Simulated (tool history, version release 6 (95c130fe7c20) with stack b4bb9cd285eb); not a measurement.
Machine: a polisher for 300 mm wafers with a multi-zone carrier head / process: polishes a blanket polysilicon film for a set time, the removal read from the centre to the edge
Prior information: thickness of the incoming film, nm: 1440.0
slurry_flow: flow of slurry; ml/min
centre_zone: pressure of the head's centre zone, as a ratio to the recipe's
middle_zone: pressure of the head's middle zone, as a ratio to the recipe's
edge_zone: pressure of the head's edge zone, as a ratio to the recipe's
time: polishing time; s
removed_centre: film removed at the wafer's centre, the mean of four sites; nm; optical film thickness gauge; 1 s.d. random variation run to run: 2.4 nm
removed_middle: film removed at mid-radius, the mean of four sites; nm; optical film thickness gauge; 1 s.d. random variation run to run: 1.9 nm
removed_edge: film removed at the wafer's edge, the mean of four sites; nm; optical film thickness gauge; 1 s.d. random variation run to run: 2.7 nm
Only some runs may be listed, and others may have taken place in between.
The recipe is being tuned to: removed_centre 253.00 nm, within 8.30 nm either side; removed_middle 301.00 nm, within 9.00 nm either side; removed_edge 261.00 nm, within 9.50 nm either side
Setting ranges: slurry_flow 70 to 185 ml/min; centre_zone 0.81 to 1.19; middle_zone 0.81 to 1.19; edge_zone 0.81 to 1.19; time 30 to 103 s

run,hour,slurry_flow,centre_zone,middle_zone,edge_zone,time,removed_centre,removed_middle,removed_edge
1,0.0,120,1.00,1.00,1.00,66,467.22,478.77,472.95
2,1.9,120,1.00,1.00,1.06,66,460.43,480.75,490.44
3,4.3,110,1.00,1.00,1.06,66,454.92,467.09,485.28
4,12.0,110,1.00,0.93,1.06,66,451.80,438.73,480.75
5,13.5,130,1.00,0.93,1.06,66,466.08,454.61,501.58
6,18.4,130,0.91,0.93,1.06,66,435.29,455.63,492.30
7,19.3,120,0.89,0.95,1.01,60,376.25,417.68,419.37
8,20.1,110,0.88,0.94,0.97,56,336.35,375.18,389.70

5 candidate next runs follow, results not yet known. Just one meets every target within its allowed miss. Identify it.
A,20.9,100,0.81,1.01,0.94,43,?,?,?
B,20.9,125,1.00,0.84,0.93,64,?,?,?
C,20.9,90,0.81,1.01,0.92,44,?,?,?
D,20.9,130,0.92,1.09,0.89,38,?,?,?
E,20.9,155,0.87,1.04,0.97,67,?,?,?

move,removed_centre,removed_middle,removed_edge
A,235.60,301.92,289.87
B,456.11,402.85,443.91
C,234.68,301.81,289.05
D,251.51,299.90,258.76
E,433.82,523.97,485.71
A: nearer the targets than the last run, but a result is still out of spec
B: moves away from the targets compared with the last run
C: nearer the targets than the last run, but a result is still out of spec
D: hits every target within its allowed miss
E: moves away from the targets compared with the last run
Answer: D
